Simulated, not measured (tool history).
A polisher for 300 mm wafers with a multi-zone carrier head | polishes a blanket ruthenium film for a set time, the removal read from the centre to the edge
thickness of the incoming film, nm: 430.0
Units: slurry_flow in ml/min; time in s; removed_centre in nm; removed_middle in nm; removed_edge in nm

| run | hour | slurry_flow | centre_zone | middle_zone | edge_zone | time | removed_centre | removed_middle | removed_edge |
|---|---|---|---|---|---|---|---|---|---|
| 1 | 0.0 | 290 | 1.00 | 1.00 | 1.00 | 52 | 64.177 | 63.871 | 62.053 |
| 2 | 9.0 | 290 | 1.00 | 0.95 | 1.00 | 52 | 65.270 | 62.179 | 62.271 |
| 3 | 17.3 | 335 | 1.00 | 0.95 | 1.00 | 52 | 65.086 | 60.948 | 62.393 |
| 4 | 21.7 | 330 | 0.96 | 0.97 | 1.00 | 47 | 55.538 | 57.613 | 56.897 |
| 5 | 29.2 | 330 | 0.94 | 0.96 | 0.99 | 44 | 51.360 | 53.944 | 52.373 |
| 6 | 36.5 | 330 | 0.94 | 1.00 | 0.99 | 44 | 50.559 | 55.079 | 53.019 |
| 7 | 44.4 | 330 | 0.92 | 0.99 | 0.99 | 41 | 47.000 | 51.727 | 48.779 |
| 8 | 48.6 | 335 | 0.90 | 0.99 | 1.01 | 39 | 43.334 | 48.460 | 47.376 |
| 9 | 57.4 | 335 | 0.88 | 0.99 | 1.01 | 38 | 41.395 | 47.137 | 45.713 |
| 10 | 58.1 | 335 | 0.87 | 0.99 | 1.01 | 37 | 39.304 | 44.868 | 44.857 |
| 11 | 63.9 | 330 | 0.86 | 0.99 | 1.00 | 37 | 39.605 | 45.699 | 44.654 |

Run 12 comes next. What will it give?
| 12 | 65.6 | 330 | 0.85 | 1.00 | 1.00 | 36 | ? | ? | ? |

{"run 12": {"removed_centre": 37.809, "removed_middle": 44.979, "removed_edge": 42.488}}
